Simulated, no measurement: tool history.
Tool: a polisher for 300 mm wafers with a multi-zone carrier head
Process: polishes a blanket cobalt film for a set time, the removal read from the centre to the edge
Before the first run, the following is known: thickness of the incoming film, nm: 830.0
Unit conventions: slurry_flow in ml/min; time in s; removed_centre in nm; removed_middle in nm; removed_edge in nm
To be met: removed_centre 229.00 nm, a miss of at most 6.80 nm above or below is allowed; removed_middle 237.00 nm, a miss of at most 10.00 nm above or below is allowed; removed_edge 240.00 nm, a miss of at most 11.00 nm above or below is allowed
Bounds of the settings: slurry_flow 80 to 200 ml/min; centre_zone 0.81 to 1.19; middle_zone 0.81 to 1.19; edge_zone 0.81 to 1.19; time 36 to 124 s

| run | hour | slurry_flow | centre_zone | middle_zone | edge_zone | time | removed_centre | removed_middle | removed_edge |
|---|---|---|---|---|---|---|---|---|---|
| 1 | 0.0 | 130 | 1.00 | 1.00 | 1.00 | 79 | 275.82 | 281.10 | 267.08 |
| 2 | 4.1 | 120 | 0.98 | 0.97 | 0.98 | 78 | 262.42 | 274.60 | 269.98 |
| 3 | 10.2 | 130 | 0.98 | 0.97 | 0.98 | 78 | 263.53 | 281.01 | 271.95 |
| 4 | 11.1 | 120 | 0.98 | 0.97 | 0.98 | 78 | 263.06 | 274.05 | 264.81 |
|  | 17.8 | edge zone pressure recalibrated |
| 5 | 17.8 | 135 | 0.98 | 0.97 | 0.98 | 78 | 265.79 | 276.90 | 278.75 |
| 6 | 24.0 | 125 | 0.98 | 0.95 | 0.98 | 75 | 253.04 | 260.95 | 269.15 |
| 7 | 31.9 | 125 | 0.98 | 0.95 | 0.98 | 75 | 252.55 | 254.33 | 271.12 |
| 8 | 34.8 | 115 | 0.98 | 0.96 | 0.98 | 74 | 243.45 | 256.74 | 255.53 |
| 9 | 36.2 | 105 | 0.99 | 0.95 | 0.98 | 73 | 242.78 | 247.88 | 247.97 |
| 10 | 38.9 | 100 | 0.98 | 0.94 | 0.98 | 73 | 234.39 | 244.10 | 252.75 |
| 11 | 42.9 | 100 | 0.98 | 0.94 | 0.98 | 73 | 237.13 | 237.31 | 249.01 |

Exactly one of the 4 candidate moves below puts every result within its allowed miss. Which one?
| A | 46.9 | 115 | 0.94 | 0.83 | 0.86 | 78 | ? | ? | ? |
| B | 46.9 | 95 | 0.92 | 0.88 | 1.02 | 79 | ? | ? | ? |
| C | 46.9 | 80 | 1.01 | 0.98 | 0.98 | 72 | ? | ? | ? |
| D | 46.9 | 120 | 1.00 | 0.94 | 0.98 | 72 | ? | ? | ? |

| move | removed_centre | removed_middle | removed_edge |
|---|---|---|---|
| A | 249.03 | 235.96 | 263.37 |
| B | 237.59 | 242.15 | 277.03 |
| C | 227.68 | 233.39 | 242.81 |
| D | 245.96 | 243.11 | 255.80 |
A: its largest miss is bigger than the last run's
B: its largest miss is bigger than the last run's
C: every result lands within tolerance
D: its largest miss is bigger than the last run's
Move C is the one to make.
